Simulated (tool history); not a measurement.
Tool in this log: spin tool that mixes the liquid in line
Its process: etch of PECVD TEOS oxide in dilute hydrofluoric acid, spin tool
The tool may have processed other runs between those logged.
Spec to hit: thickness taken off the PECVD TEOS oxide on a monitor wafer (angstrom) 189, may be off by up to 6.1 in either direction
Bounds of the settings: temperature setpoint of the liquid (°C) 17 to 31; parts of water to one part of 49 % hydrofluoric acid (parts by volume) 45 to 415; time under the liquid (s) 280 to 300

run,hour,temperature setpoint of the liquid (°C),parts of water to one part of 49 % hydrofluoric acid (parts by volume),time under the liquid (s),thickness taken off the PECVD TEOS oxide on a monitor wafer (angstrom)
1,0,23,230,280,241.56
2,2.3,23,160,280,371.63
3,4.8,23,80,280,833.35
4,7.2,26,80,280,926.01
5,10.1,24,115,280,583.21
6,15.9,22.5,140,280,436.64
7,21.4,21,155,280,367.61
8,26.1,20,170,280,315.31
9,30.7,19.5,180,280,286.75

Which single option among these 5 for the next run brings every result within its allowed miss of target? Just one does.
A,35.3,19,150,295,?
B,35.3,17,220,280,?
C,35.3,20.5,260,280,?
D,35.3,17,225,290,?
E,35.3,23.5,285,300,?

move,thickness taken off the PECVD TEOS oxide on a monitor wafer (angstrom)
A,357.06
B,199.61
C,186.16
D,201.24
E,198.04
A: the biggest miss grows against the last run
B: an improvement on the last run, though not all results are within tolerance
C: every result lands within tolerance
D: an improvement on the last run, though not all results are within tolerance
E: an improvement on the last run, though not all results are within tolerance
C meets every target.
